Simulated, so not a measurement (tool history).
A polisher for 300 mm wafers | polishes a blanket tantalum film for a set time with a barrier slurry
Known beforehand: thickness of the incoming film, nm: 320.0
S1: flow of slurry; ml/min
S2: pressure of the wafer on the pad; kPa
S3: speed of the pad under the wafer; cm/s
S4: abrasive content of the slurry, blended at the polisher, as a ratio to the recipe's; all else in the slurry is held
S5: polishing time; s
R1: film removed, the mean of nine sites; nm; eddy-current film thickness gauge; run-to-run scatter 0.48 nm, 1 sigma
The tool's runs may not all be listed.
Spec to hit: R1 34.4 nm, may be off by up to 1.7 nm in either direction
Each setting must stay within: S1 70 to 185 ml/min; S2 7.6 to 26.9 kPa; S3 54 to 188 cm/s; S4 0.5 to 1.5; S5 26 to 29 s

run  hour   S1    S2   S3  S4  S5      R1
  1     0  120  17.2  120   1  29  72.494
  2   3.6  120  19.3  120   1  29  80.074
  3   6.7  120  15.9  120   1  29  68.579
  4  13.5  120  13.1  110   1  29  54.791
  5  18.6  120  13.1   96   1  29  47.518
  6  26.2  120  11.7   94   1  29  43.138
  7  29.9  120  10.3   94   1  29  38.287
  8  36.8  120   9.7   94   1  29  36.948

Next run, 5 choices. One meets every target within its allowed miss, the rest don't. Which?
  A  43.7  120   9.7  102     1  29   ?
  B  43.7   70  10.3  106  1.25  26   ?
  C  43.7  110    11   92   1.2  28   ?
  D  43.7  120  10.3  100     1  28   ?
  E  43.7  135  11.7   92  0.95  29   ?

move      R1
   A  39.777
   B  34.529
   C  39.247
   D  39.656
   E  42.233
A: the biggest miss grows against the last run
B: all results in spec
C: the biggest miss grows against the last run
D: the biggest miss grows against the last run
E: the biggest miss grows against the last run
Move B is the one to make.
